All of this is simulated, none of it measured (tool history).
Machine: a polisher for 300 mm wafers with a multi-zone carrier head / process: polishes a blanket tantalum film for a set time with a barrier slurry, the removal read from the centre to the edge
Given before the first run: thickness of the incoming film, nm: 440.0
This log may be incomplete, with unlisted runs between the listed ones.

run  hour  flow of slurry (ml/min)  pressure of the head's centre zone  pressure of the head's middle zone  pressure of the head's edge zone  abrasive content of the slurry  polishing time (s)  film removed at the wafer's centre (nm)  film removed at mid-radius (nm)  film removed at the wafer's edge (nm)
  1   0.0                      235                                1.00                                1.00                              1.00                            1.00                  81                                   135.03                           149.37                                 156.56
  2   3.7                      235                                1.00                                1.00                              1.07                            1.00                  81                                   135.25                           148.29                                 157.77
  3   5.7                      235                                1.00                                0.95                              1.07                            1.00                  81                                   135.12                           141.87                                 156.52
  4  12.6                      235                                1.00                                1.02                              1.07                            1.00                  81                                   135.00                           150.33                                 153.62
     18.0  -- centre zone pressure recalibrated
  5  18.0                      235                                1.01                                1.01                              1.07                            0.95                  81                                   152.45                           147.38                                 153.85
  6  22.7                      235                                1.01                                1.01                              0.99                            0.95                  81                                   147.07                           144.91                                 149.75

Forecast run 7:
  7  25.3                      230                                1.00                                1.00                              0.99                            0.95                  80                                        ?                                ?                                      ?

Logged for run 7: film removed at the wafer's centre (nm) 148.35, film removed at mid-radius (nm) 139.40, film removed at the wafer's edge (nm) 149.21.
